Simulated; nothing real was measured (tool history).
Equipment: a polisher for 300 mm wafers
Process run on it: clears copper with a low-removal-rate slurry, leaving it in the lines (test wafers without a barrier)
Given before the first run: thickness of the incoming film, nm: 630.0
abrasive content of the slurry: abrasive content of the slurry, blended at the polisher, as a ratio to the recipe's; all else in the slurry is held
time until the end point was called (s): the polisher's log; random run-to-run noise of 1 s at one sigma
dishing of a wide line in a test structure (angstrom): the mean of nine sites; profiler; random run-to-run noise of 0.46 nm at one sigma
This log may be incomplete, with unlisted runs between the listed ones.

| run | hour | flow of slurry (ml/min) | pressure of the wafer on the pad (psi) | speed of the pad under the wafer (m/s) | abrasive content of the slurry | overpolish time after the end point (s) | time until the end point was called (s) | dishing of a wide line in a test structure (angstrom) |
|---|---|---|---|---|---|---|---|---|
| 1 | 0 | 200 | 3.6 | 1.38 | 1 | 29 | 107.59 | 866.34 |
| 2 | 1.6 | 205 | 3 | 1.58 | 1 | 23 | 113.43 | 718.64 |
| 3 | 3.8 | 205 | 3 | 1.44 | 1 | 23 | 122.84 | 670.34 |
| 4 | 9.1 | 205 | 2.6 | 1.44 | 1 | 23 | 136.94 | 601.86 |
| 5 | 11.8 | 235 | 2.3 | 1.58 | 1.15 | 19 | 134.04 | 532.2 |
| 6 | 13.2 | 255 | 2.1 | 1.74 | 1.25 | 16 | 130.16 | 471.52 |

Run 7 is up next; what results do you expect?
| 7 | 19.1 | 270 | 2.1 | 1.86 | 1.3 | 14 | ? | ? |

time until the end point was called (s): 120.96
dishing of a wide line in a test structure (angstrom): 454.08
